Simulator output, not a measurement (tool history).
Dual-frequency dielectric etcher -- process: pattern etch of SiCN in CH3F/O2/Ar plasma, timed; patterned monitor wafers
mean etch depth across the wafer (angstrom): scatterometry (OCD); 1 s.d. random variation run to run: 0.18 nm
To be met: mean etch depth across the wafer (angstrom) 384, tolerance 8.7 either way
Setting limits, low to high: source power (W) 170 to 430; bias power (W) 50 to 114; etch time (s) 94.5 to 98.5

run	day	source power (W)	bias power (W)	etch time (s)	mean etch depth across the wafer (angstrom)
1	0	300	82	94.5	324.68
2	0.312	340	82	94.5	340.4
3	0.408	350	83	94.5	346.59
4	0.771	360	84	94.5	353.85
5	1.062	330	84	94.5	343.84
# day 1.096: source power generator calibrated
6	1.096	350	85	94.5	350.03
7	1.162	360	86	94.5	355.99
8	1.404	370	87	94.5	361.44
9	1.546	380	88	94.5	368.27

Which of these 5 next moves meets every target?
A	1.688	350	84	95.5	?
B	1.688	400	89	97	?
C	1.688	390	96	98.5	?
D	1.688	370	85	94.5	?
E	1.688	400	94	98.5	?

move	mean etch depth across the wafer (angstrom)
A	354.51
B	391.68
C	410.11
D	360.93
E	409.56
A: further off than the last run
B: all results land within tolerance of their targets
C: takes the result that was furthest off past its target
D: further off than the last run
E: takes the result that was furthest off past its target
So the answer is move B, the one that meets all the targets.

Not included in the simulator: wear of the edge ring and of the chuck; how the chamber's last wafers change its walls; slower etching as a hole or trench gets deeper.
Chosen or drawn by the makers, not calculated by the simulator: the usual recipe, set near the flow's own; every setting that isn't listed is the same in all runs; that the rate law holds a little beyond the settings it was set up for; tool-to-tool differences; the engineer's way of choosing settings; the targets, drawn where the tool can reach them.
